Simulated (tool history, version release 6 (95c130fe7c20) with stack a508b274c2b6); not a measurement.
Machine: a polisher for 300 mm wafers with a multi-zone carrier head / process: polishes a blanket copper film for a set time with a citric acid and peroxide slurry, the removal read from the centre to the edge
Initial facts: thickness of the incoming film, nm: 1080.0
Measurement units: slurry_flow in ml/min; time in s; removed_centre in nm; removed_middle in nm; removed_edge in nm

run 1 hour=0.0 | slurry_flow=160 centre_zone=1.00 middle_zone=1.00 edge_zone=1.00 slurry_solids=1.00 time=76 | removed_centre=126.12 removed_middle=136.33 removed_edge=138.71
run 2 hour=6.9 | slurry_flow=160 centre_zone=1.00 middle_zone=1.00 edge_zone=1.07 slurry_solids=1.00 time=76 | removed_centre=129.25 removed_middle=131.79 removed_edge=145.15
run 3 hour=11.4 | slurry_flow=175 centre_zone=0.99 middle_zone=1.05 edge_zone=1.09 slurry_solids=1.10 time=77 | removed_centre=134.00 removed_middle=143.31 removed_edge=153.28
run 4 hour=16.1 | slurry_flow=185 centre_zone=0.99 middle_zone=1.09 edge_zone=1.10 slurry_solids=1.15 time=78 | removed_centre=136.60 removed_middle=155.64 removed_edge=158.28
-- hour=22.0 centre zone pressure recalibrated
run 5 hour=22.0 | slurry_flow=185 centre_zone=0.91 middle_zone=1.09 edge_zone=1.10 slurry_solids=1.15 time=78 | removed_centre=143.59 removed_middle=157.18 removed_edge=156.38
run 6 hour=25.8 | slurry_flow=185 centre_zone=0.91 middle_zone=1.09 edge_zone=1.03 slurry_solids=1.15 time=78 | removed_centre=143.10 removed_middle=157.40 removed_edge=152.33

Run 7, settings as shown, results not yet in. Your forecast:
run 7 hour=30.7 | slurry_flow=190 centre_zone=0.93 middle_zone=1.11 edge_zone=1.07 slurry_solids=1.20 time=78 | removed_centre=? removed_middle=? removed_edge=?

{"run 7": {"removed_centre": 148.86, "removed_middle": 159.2, "removed_edge": 160.04}}
